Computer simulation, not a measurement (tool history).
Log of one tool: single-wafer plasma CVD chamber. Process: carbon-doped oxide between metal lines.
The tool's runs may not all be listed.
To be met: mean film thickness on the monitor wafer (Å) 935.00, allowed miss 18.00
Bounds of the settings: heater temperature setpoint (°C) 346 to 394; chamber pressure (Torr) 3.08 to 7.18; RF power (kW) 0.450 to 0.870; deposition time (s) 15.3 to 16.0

run	hour	heater temperature setpoint (°C)	chamber pressure (Torr)	RF power (kW)	deposition time (s)	mean film thickness on the monitor wafer (Å)
1	0.0	370	5.13	0.660	16.0	1036.70
2	4.3	372	4.77	0.640	16.0	1004.50
3	8.4	374	4.52	0.625	16.0	981.31
4	17.1	374	4.52	0.685	16.0	1038.20
5	25.0	375	4.29	0.660	16.0	1011.50
6	28.4	376	4.20	0.640	16.0	978.23
7	32.6	378	4.03	0.635	16.0	965.15
8	39.1	379	3.92	0.630	16.0	954.63

4 next moves are on the table. One of them brings every result within its allowed miss. Which?
A	45.6	377	4.31	0.605	15.3	?
B	45.6	372	3.64	0.590	15.3	?
C	45.6	362	5.53	0.620	15.3	?
D	45.6	386	3.34	0.625	16.0	?

move	mean film thickness on the monitor wafer (Å)
A	911.19
B	889.29
C	983.44
D	931.67
A: takes the result that was furthest off past its target
B: takes the result that was furthest off past its target
C: further off than the last run
D: meets every target
The right move is D.
